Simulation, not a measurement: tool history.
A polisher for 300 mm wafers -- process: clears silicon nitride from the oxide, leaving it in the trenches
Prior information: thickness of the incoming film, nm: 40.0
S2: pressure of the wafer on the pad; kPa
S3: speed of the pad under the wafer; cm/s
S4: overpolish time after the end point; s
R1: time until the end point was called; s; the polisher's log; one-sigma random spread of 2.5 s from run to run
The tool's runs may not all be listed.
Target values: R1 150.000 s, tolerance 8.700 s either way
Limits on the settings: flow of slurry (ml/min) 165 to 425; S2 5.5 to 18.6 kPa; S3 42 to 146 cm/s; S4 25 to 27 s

run 1 hour=0.0 | flow_of_slurry_(ml/min)=275 S2=11.7 S3=94 S4=25 | R1=85.635
run 2 hour=2.6 | flow_of_slurry_(ml/min)=275 S2=11.7 S3=102 S4=25 | R1=79.481
run 3 hour=4.6 | flow_of_slurry_(ml/min)=275 S2=9.7 S3=102 S4=25 | R1=94.336
run 4 hour=5.6 | flow_of_slurry_(ml/min)=275 S2=9.0 S3=100 S4=25 | R1=108.110
run 5 hour=10.2 | flow_of_slurry_(ml/min)=275 S2=9.0 S3=88 S4=25 | R1=120.120
run 6 hour=18.8 | flow_of_slurry_(ml/min)=275 S2=11.7 S3=88 S4=25 | R1=89.089
run 7 hour=20.3 | flow_of_slurry_(ml/min)=275 S2=11.0 S3=88 S4=25 | R1=97.752
run 8 hour=28.3 | flow_of_slurry_(ml/min)=275 S2=10.3 S3=88 S4=25 | R1=106.000
run 9 hour=30.9 | flow_of_slurry_(ml/min)=275 S2=6.9 S3=84 S4=25 | R1=161.540

Which one of the following 5 next-run settings gets every result inside its allowed miss? There is exactly one.
run A hour=33.5 | flow_of_slurry_(ml/min)=205 S2=6.2 S3=90 S4=27 | R1=?
run B hour=33.5 | flow_of_slurry_(ml/min)=265 S2=6.9 S3=82 S4=27 | R1=?
run C hour=33.5 | flow_of_slurry_(ml/min)=270 S2=6.9 S3=78 S4=25 | R1=?
run D hour=33.5 | flow_of_slurry_(ml/min)=290 S2=6.9 S3=90 S4=27 | R1=?
run E hour=33.5 | flow_of_slurry_(ml/min)=260 S2=6.2 S3=86 S4=26 | R1=?

move=A R1=170.330
move=B R1=164.660
move=C R1=172.520
move=D R1=149.350
move=E R1=174.040
A: further off than the last run
B: further off than the last run
C: further off than the last run
D: every result within its allowed miss
E: further off than the last run
D is the move that brings every result within its allowed miss.

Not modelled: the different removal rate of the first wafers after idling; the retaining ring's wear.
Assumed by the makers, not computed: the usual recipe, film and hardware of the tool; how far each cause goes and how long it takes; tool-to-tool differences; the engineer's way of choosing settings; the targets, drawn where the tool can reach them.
